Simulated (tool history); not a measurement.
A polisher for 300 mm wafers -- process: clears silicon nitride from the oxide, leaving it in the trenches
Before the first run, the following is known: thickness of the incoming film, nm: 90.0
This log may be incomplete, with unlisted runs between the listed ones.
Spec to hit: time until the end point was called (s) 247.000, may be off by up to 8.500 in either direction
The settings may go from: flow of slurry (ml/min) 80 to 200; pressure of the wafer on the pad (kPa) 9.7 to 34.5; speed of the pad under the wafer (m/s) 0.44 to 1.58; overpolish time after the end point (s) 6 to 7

run	hour	flow of slurry (ml/min)	pressure of the wafer on the pad (kPa)	speed of the pad under the wafer (m/s)	overpolish time after the end point (s)	time until the end point was called (s)
1	0.0	130	22.1	1.00	7	88.056
2	1.9	125	19.3	0.90	7	109.430
3	10.2	120	17.2	0.80	7	133.930
4	12.9	105	17.2	0.80	7	137.080
5	18.9	105	17.2	0.66	7	169.540
6	23.1	105	14.5	0.66	7	190.570
7	24.7	105	14.5	0.66	7	188.390
8	32.4	105	13.1	0.66	7	199.750
9	36.3	100	12.4	0.66	7	212.040
10	38.0	95	11.7	0.66	7	221.040

Exactly one of the 4 candidate moves below puts every result within its allowed miss. Which one?
A	39.7	120	9.7	0.68	6	?
B	39.7	100	16.5	0.58	6	?
C	39.7	90	11.0	0.62	7	?
D	39.7	90	11.7	0.64	7	?

move	time until the end point was called (s)
A	227.640
B	197.730
C	249.410
D	233.210
A: nearer the targets than the last run, but a result is still out of spec
B: moves away from the targets compared with the last run
C: each result inside its tolerance
D: nearer the targets than the last run, but a result is still out of spec
Move C is the one to make.
